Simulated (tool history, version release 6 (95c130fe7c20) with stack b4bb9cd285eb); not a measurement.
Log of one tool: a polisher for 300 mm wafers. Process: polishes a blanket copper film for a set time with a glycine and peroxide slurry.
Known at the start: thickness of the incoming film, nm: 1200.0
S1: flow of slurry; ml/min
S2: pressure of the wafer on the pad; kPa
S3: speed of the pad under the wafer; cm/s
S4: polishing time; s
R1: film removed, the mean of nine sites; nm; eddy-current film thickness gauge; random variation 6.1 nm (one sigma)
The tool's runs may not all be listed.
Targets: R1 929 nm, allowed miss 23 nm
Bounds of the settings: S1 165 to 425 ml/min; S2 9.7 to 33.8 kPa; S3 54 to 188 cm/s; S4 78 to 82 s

run,hour,S1,S2,S3,S4,R1
1,0,275,21.4,120,78,604.46
2,2.1,275,21.4,120,78,603.08
3,9.8,275,22.8,120,78,633.78
4,11.5,275,24.1,120,78,661.54
5,14.3,315,24.1,120,78,678.98
6,16.9,315,24.1,120,82,706.97
7,24.6,315,24.8,120,82,714.46
8,25.6,315,26.2,120,82,759.84
9,27.5,330,31.7,120,82,898.36

5 next moves are on the table. One of them brings every result within its allowed miss. Which?
A,29.4,330,31,128,78,?
B,29.4,345,31.7,124,78,?
C,29.4,350,33.1,110,82,?
D,29.4,315,31.7,124,82,?
E,29.4,230,33.8,114,81,?

move,R1
A,888.48
B,883.24
C,865.92
D,921.43
E,862.53
A: further off than the last run
B: further off than the last run
C: further off than the last run
D: meets every target
E: further off than the last run
The right move is D.

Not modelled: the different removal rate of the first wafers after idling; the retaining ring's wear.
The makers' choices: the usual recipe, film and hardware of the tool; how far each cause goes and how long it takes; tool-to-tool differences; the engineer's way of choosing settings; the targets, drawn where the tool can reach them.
